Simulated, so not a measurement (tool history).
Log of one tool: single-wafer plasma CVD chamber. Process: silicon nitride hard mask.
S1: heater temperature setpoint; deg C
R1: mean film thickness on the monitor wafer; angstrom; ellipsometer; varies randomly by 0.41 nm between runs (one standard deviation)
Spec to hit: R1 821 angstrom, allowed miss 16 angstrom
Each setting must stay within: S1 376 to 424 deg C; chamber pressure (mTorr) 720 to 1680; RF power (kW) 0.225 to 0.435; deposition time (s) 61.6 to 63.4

run 1 hour=0 | S1=400 chamber_pressure_(mTorr)=1200 RF_power_(kW)=0.33 deposition_time_(s)=61.6 | R1=715.62
run 2 hour=0.9 | S1=400 chamber_pressure_(mTorr)=1270 RF_power_(kW)=0.335 deposition_time_(s)=61.6 | R1=730.47
run 3 hour=7.4 | S1=400 chamber_pressure_(mTorr)=1320 RF_power_(kW)=0.34 deposition_time_(s)=61.6 | R1=741.8
run 4 hour=14.5 | S1=400 chamber_pressure_(mTorr)=1360 RF_power_(kW)=0.345 deposition_time_(s)=61.7 | R1=747.54
run 5 hour=20.6 | S1=409 chamber_pressure_(mTorr)=1360 RF_power_(kW)=0.345 deposition_time_(s)=61.7 | R1=749.85
run 6 hour=25.5 | S1=409 chamber_pressure_(mTorr)=1360 RF_power_(kW)=0.345 deposition_time_(s)=61.6 | R1=747.86
run 7 hour=33.8 | S1=409 chamber_pressure_(mTorr)=1390 RF_power_(kW)=0.35 deposition_time_(s)=61.7 | R1=753.61
run 8 hour=35.2 | S1=409 chamber_pressure_(mTorr)=1420 RF_power_(kW)=0.355 deposition_time_(s)=61.8 | R1=769.82
run 9 hour=41.2 | S1=409 chamber_pressure_(mTorr)=1450 RF_power_(kW)=0.36 deposition_time_(s)=61.8 | R1=773.6
run 10 hour=47.5 | S1=409 chamber_pressure_(mTorr)=1470 RF_power_(kW)=0.365 deposition_time_(s)=61.9 | R1=782.79
run 11 hour=55.4 | S1=409 chamber_pressure_(mTorr)=1480 RF_power_(kW)=0.37 deposition_time_(s)=62 | R1=788.02

Which of these 4 next moves meets every target?
run A hour=63.3 | S1=417 chamber_pressure_(mTorr)=1490 RF_power_(kW)=0.34 deposition_time_(s)=61.9 | R1=?
run B hour=63.3 | S1=409 chamber_pressure_(mTorr)=1500 RF_power_(kW)=0.39 deposition_time_(s)=63.1 | R1=?
run C hour=63.3 | S1=412 chamber_pressure_(mTorr)=1550 RF_power_(kW)=0.335 deposition_time_(s)=63.2 | R1=?
run D hour=63.3 | S1=408 chamber_pressure_(mTorr)=1460 RF_power_(kW)=0.37 deposition_time_(s)=61.8 | R1=?

move=A R1=756.88
move=B R1=818.74
move=C R1=776.58
move=D R1=781.28
A: moves away from the targets compared with the last run
B: all results in spec
C: moves away from the targets compared with the last run
D: moves away from the targets compared with the last run
Answer: B
